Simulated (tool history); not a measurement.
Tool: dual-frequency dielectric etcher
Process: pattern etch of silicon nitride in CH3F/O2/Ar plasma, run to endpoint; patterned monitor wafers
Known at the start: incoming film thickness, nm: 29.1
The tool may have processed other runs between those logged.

run  hour  source power (kW)  bias power (kW)  endpoint time (s)
  1     0               0.41            0.053             41.129
  2   0.6               0.35            0.053             43.821
  3   5.5               0.34            0.053             44.328
  4  10.1               0.34            0.058             42.616
  5  15.4               0.34            0.067             40.344
       23  -- source power generator calibrated
  6    23               0.31            0.065             43.114
  7  29.6                0.3            0.065             43.693
  8  31.8                0.3            0.065             43.681

Estimate the outcome of run 9 from the log above:
  9  36.4               0.29            0.065                  ?

Run 9 came out at endpoint time (s) 43.753.
